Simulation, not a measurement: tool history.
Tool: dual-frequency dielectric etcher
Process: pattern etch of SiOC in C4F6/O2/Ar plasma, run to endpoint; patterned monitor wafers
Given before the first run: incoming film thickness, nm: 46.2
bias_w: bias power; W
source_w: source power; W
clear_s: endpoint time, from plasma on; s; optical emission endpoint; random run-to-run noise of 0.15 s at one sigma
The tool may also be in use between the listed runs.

run 1 hour=0 | bias_w=436 source_w=280 | clear_s=18.822
run 2 hour=7.8 | bias_w=436 source_w=260 | clear_s=19.555
run 3 hour=16.6 | bias_w=419 source_w=250 | clear_s=20.094
run 4 hour=25.4 | bias_w=404 source_w=240 | clear_s=21.131
run 5 hour=30.5 | bias_w=332 source_w=240 | clear_s=23.684
run 6 hour=35.8 | bias_w=332 source_w=270 | clear_s=22.256
run 7 hour=40.5 | bias_w=325 source_w=270 | clear_s=22.447
run 8 hour=46.6 | bias_w=318 source_w=270 | clear_s=22.872
run 9 hour=51.4 | bias_w=312 source_w=270 | clear_s=22.983

Expected results for the next run?
run 10 hour=57 | bias_w=307 source_w=270 | clear_s=?

clear_s: 23.601 s

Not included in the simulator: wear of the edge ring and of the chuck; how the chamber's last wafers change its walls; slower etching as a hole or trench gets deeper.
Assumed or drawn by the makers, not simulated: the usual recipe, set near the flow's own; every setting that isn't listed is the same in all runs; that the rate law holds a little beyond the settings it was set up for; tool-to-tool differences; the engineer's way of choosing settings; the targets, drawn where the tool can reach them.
